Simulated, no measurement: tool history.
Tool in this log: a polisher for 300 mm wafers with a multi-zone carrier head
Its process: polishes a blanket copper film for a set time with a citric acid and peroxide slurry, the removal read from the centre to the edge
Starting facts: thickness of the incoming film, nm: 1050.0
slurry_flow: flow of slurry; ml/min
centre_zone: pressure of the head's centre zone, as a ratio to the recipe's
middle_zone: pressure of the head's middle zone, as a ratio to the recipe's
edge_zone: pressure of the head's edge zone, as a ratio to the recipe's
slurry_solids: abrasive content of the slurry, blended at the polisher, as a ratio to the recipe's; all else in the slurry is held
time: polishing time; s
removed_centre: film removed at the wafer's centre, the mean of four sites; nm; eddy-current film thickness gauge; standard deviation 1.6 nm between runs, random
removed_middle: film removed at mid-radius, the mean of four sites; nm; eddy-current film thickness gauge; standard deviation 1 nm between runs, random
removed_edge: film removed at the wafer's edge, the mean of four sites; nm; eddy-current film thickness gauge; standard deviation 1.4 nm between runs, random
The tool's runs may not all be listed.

run  hour  slurry_flow  centre_zone  middle_zone  edge_zone  slurry_solids  time  removed_centre  removed_middle  removed_edge
  1     0          300            1            1          1              1    71          170.32          177.76        177.58
  2   4.1          300            1         0.92          1              1    71          172.47          165.41        176.65
  3   6.9          300            1         0.92       0.97              1    71          171.79           164.9        170.82
  4  15.1          340            1         0.92       0.97              1    71           174.6          169.31        173.92
  5  17.7          340            1         0.85       0.97              1    71          169.54          157.93        177.73
  6  22.5          285            1         0.85       0.97              1    71          172.55          151.72        170.43

Estimate the outcome of run 7 from the log above:
  7    26          285            1         0.85       0.97              1    71               ?               ?             ?

removed_centre: 171.53 nm
removed_middle: 154.04 nm
removed_edge: 172.49 nm
